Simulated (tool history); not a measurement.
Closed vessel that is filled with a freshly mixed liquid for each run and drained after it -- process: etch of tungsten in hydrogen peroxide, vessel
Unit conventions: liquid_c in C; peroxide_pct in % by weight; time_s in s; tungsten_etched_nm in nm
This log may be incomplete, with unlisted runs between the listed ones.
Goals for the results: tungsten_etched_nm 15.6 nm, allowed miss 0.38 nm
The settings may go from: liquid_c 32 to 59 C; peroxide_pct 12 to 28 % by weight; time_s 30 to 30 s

{"run": 1, "hour": 0.0, "liquid_c": 43, "peroxide_pct": 19, "time_s": 30, "tungsten_etched_nm": 22.208}
{"run": 2, "hour": 6.3, "liquid_c": 41.5, "peroxide_pct": 19, "time_s": 30, "tungsten_etched_nm": 20.127}
{"run": 3, "hour": 9.9, "liquid_c": 41.5, "peroxide_pct": 16, "time_s": 30, "tungsten_etched_nm": 18.442}
{"run": 4, "hour": 17.3, "liquid_c": 38, "peroxide_pct": 16, "time_s": 30, "tungsten_etched_nm": 14.569}
{"run": 5, "hour": 20.0, "liquid_c": 38, "peroxide_pct": 14, "time_s": 30, "tungsten_etched_nm": 13.608}
{"run": 6, "hour": 26.6, "liquid_c": 38.5, "peroxide_pct": 14, "time_s": 30, "tungsten_etched_nm": 14.107}
{"run": 7, "hour": 31.8, "liquid_c": 39, "peroxide_pct": 14, "time_s": 30, "tungsten_etched_nm": 14.622}
{"run": 8, "hour": 38.1, "liquid_c": 39.5, "peroxide_pct": 14, "time_s": 30, "tungsten_etched_nm": 15.084}

Which one of the following 5 next-run settings gets every result inside its allowed miss? There is exactly one.
{"run": "A", "hour": 44.4, "liquid_c": 39.5, "peroxide_pct": 16.5, "time_s": 30, "tungsten_etched_nm": "?"}
{"run": "B", "hour": 44.4, "liquid_c": 40.5, "peroxide_pct": 15, "time_s": 30, "tungsten_etched_nm": "?"}
{"run": "C", "hour": 44.4, "liquid_c": 41, "peroxide_pct": 12, "time_s": 30, "tungsten_etched_nm": "?"}
{"run": "D", "hour": 44.4, "liquid_c": 42, "peroxide_pct": 12.5, "time_s": 30, "tungsten_etched_nm": "?"}
{"run": "E", "hour": 44.4, "liquid_c": 41.5, "peroxide_pct": 12.5, "time_s": 30, "tungsten_etched_nm": "?"}

move=A tungsten_etched_nm=16.502
move=B tungsten_etched_nm=16.792
move=C tungsten_etched_nm=15.514
move=D tungsten_etched_nm=16.888
move=E tungsten_etched_nm=16.353
A: the result that was furthest off in the last run now lies on the other side of its target
B: the result that was furthest off in the last run now lies on the other side of its target
C: in spec on every target
D: the result that was furthest off in the last run now lies on the other side of its target
E: the result that was furthest off in the last run now lies on the other side of its target
Go with C: it meets all targets.

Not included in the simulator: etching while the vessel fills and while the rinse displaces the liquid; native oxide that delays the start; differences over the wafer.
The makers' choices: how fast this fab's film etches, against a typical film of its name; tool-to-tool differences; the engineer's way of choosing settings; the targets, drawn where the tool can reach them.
